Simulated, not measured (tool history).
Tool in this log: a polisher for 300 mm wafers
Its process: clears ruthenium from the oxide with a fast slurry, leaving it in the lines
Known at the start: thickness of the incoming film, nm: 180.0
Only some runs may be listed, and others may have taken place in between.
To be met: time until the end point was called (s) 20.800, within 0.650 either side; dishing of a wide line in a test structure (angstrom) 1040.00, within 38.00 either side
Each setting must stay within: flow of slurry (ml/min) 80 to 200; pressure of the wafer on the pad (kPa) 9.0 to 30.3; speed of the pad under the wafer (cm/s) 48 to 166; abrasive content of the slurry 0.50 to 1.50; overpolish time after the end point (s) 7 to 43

run	hour	flow of slurry (ml/min)	pressure of the wafer on the pad (kPa)	speed of the pad under the wafer (cm/s)	abrasive content of the slurry	overpolish time after the end point (s)	time until the end point was called (s)	dishing of a wide line in a test structure (angstrom)
1	0.0	130	19.3	106	1.00	22	44.620	607.55
2	8.1	145	22.8	110	1.00	22	35.694	706.58
3	10.5	145	22.8	110	1.00	26	35.913	800.46
4	17.5	150	25.5	116	1.00	25	30.368	884.23
5	19.9	150	25.5	116	1.00	28	30.475	929.30
6	24.2	160	26.9	120	1.00	26	28.174	960.20
7	27.4	170	30.3	142	1.05	19	20.360	946.39
8	31.2	170	30.3	142	1.05	20	20.184	970.48

Of the 4 settings listed for the next run, only one would bring every result within its allowed miss of target. Which one?
A	35.0	145	29.6	138	1.20	18	?	?
B	35.0	165	27.6	154	1.10	17	?	?
C	35.0	170	30.3	142	1.00	19	?	?
D	35.0	160	29.0	150	1.00	23	?	?

move	time until the end point was called (s)	dishing of a wide line in a test structure (angstrom)
A	20.510	905.13
B	20.095	884.36
C	20.516	935.72
D	20.520	1044.80
A: its largest miss is bigger than the last run's
B: its largest miss is bigger than the last run's
C: its largest miss is bigger than the last run's
D: every result lands within tolerance
D is the move that brings every result within its allowed miss.
